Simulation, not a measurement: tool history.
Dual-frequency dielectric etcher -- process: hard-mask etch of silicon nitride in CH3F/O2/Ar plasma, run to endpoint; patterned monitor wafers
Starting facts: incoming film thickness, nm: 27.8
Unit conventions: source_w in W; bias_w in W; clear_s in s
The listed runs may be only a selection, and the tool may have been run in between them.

| run | hour | source_w | bias_w | clear_s |
|---|---|---|---|---|
| 1 | 0.0 | 410 | 58 | 41.466 |
| 2 | 3.7 | 440 | 60 | 39.679 |
| 3 | 11.9 | 440 | 53 | 41.291 |
| 4 | 12.5 | 440 | 45 | 41.821 |
| 5 | 17.7 | 470 | 47 | 40.251 |
| 6 | 19.2 | 440 | 47 | 42.031 |

Run 7 is up next; what results do you expect?
| 7 | 21.4 | 470 | 48 | ? |

{"run 7": {"clear_s": 40.651}}

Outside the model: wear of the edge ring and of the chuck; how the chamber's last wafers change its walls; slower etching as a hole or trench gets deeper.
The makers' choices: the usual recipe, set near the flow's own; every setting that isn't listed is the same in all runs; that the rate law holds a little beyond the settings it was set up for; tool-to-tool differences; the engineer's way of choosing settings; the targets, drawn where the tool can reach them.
